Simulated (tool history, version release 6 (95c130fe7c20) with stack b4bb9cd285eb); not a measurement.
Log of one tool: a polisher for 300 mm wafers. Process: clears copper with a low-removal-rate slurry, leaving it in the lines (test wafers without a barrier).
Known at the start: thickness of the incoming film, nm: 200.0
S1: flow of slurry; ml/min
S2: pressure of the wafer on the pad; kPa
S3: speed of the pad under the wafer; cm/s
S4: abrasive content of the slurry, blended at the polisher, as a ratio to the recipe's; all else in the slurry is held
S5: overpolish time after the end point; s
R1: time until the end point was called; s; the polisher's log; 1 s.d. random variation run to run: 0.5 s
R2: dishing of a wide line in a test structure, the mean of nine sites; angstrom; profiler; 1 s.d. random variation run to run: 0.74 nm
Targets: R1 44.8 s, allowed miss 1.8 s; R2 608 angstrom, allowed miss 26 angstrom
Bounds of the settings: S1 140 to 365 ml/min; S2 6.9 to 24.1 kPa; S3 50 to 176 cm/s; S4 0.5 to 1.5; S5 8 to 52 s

run 1 hour=0 | S1=235 S2=15.2 S3=112 S4=1 S5=26 | R1=76.901 R2=385.37
run 2 hour=3.4 | S1=235 S2=17.2 S3=112 S4=1 S5=27 | R1=67.887 R2=445.59
run 3 hour=8.2 | S1=235 S2=19.3 S3=112 S4=1 S5=26 | R1=59.93 R2=455.55
run 4 hour=17 | S1=235 S2=21.4 S3=112 S4=1 S5=26 | R1=57.131 R2=499.45
run 5 hour=18.3 | S1=235 S2=21.4 S3=98 S4=1 S5=26 | R1=63.098 R2=460.18
run 6 hour=25.4 | S1=205 S2=21.4 S3=98 S4=1 S5=26 | R1=64.361 R2=454.67
run 7 hour=26.1 | S1=210 S2=22.1 S3=104 S4=1 S5=26 | R1=57.73 R2=472.28
run 8 hour=27.8 | S1=225 S2=22.8 S3=108 S4=1 S5=26 | R1=53.851 R2=499.55
run 9 hour=34.5 | S1=225 S2=23.4 S3=112 S4=1 S5=27 | R1=52.262 R2=525.76
run 10 hour=41.1 | S1=230 S2=23.4 S3=116 S4=1 S5=28 | R1=50.131 R2=551.58
run 11 hour=48.7 | S1=230 S2=23.4 S3=118 S4=1 S5=28 | R1=48.879 R2=554.07
run 12 hour=54.7 | S1=230 S2=23.4 S3=120 S4=1 S5=28 | R1=47.699 R2=561.21

4 candidate next runs follow, results not yet known. Just one meets every target within its allowed miss. Identify it.
run A hour=60.7 | S1=200 S2=21.4 S3=118 S4=1 S5=27 | R1=? R2=?
run B hour=60.7 | S1=225 S2=24.1 S3=132 S4=0.8 S5=30 | R1=? R2=?
run C hour=60.7 | S1=235 S2=23.4 S3=116 S4=1 S5=33 | R1=? R2=?
run D hour=60.7 | S1=240 S2=22.8 S3=148 S4=1.1 S5=21 | R1=? R2=?

move=A R1=54.115 R2=513.73
move=B R1=44.104 R2=611.59
move=C R1=49.316 R2=605.09
move=D R1=39.805 R2=533.17
A: its largest miss is bigger than the last run's
B: every result within its allowed miss
C: brings the result that was furthest off to its target, and leaves another outside
D: its largest miss is bigger than the last run's
B meets every target.

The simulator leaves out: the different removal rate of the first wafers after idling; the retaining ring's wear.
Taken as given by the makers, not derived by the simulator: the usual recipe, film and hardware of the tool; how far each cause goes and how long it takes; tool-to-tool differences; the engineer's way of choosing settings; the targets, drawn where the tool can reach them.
